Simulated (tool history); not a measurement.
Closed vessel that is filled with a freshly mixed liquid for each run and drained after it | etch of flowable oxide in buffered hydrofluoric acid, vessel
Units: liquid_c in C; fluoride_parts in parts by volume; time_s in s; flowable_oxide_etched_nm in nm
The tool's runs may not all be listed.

run	hour	liquid_c	fluoride_parts	time_s	flowable_oxide_etched_nm
1	0.0	21.0	20.5	100	114.070
2	4.8	21.0	20.5	100	114.340
3	10.7	20.5	20.5	100	111.660
4	11.6	18.5	20.5	100	98.438
5	20.2	17.0	20.5	100	90.837
6	25.3	17.0	18.0	100	100.180

Forecast run 7:
7	32.9	17.0	18.5	100	?

Run 7 gave flowable_oxide_etched_nm 97.673 nm.
